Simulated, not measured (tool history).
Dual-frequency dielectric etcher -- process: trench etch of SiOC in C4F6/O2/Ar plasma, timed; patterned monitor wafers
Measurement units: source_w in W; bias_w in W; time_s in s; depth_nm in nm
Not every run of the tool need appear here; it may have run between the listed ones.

run	hour	source_w	bias_w	time_s	depth_nm
1	0	380	144	16	32.89
2	6.7	380	120	16	31.651
3	8.7	340	115	16	29.96
4	11	310	113	16	28.482
5	19.7	340	113	16	29.718
6	26	340	123	16	30.424
7	26.9	340	123	16	30.283
8	33.6	310	121	16	28.888
9	35.7	290	120	16	28.051

For run 10, what comes out?
10	40.8	280	120	16	?

depth_nm: 27.498 nm
